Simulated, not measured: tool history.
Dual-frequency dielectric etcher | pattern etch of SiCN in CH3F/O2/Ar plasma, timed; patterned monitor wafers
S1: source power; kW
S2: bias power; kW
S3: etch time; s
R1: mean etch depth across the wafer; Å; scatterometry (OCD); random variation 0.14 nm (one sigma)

Run 1, day 0.000: S1 0.470 kW, S2 0.068 kW, S3 62 s. Result: R1 251.48 Å.
Run 2, day 0.042: S1 0.490 kW, S2 0.069 kW, S3 62 s. Result: R1 255.09 Å.
Run 3, day 0.321: S1 0.510 kW, S2 0.070 kW, S3 62 s. Result: R1 261.34 Å.
Run 4, day 0.350: S1 0.440 kW, S2 0.070 kW, S3 62 s. Result: R1 248.43 Å.
Run 5, day 0.396: S1 0.460 kW, S2 0.071 kW, S3 62 s. Result: R1 250.14 Å.
Run 6, day 0.654: S1 0.520 kW, S2 0.071 kW, S3 62 s. Result: R1 264.42 Å.
Run 7, day 0.846: S1 0.530 kW, S2 0.072 kW, S3 62 s. Result: R1 266.74 Å.

Forecast run 8:
Run 8, day 0.917: S1 0.540 kW, S2 0.073 kW, S3 62 s. Result: R1 ?.

R1: 267.58 Å

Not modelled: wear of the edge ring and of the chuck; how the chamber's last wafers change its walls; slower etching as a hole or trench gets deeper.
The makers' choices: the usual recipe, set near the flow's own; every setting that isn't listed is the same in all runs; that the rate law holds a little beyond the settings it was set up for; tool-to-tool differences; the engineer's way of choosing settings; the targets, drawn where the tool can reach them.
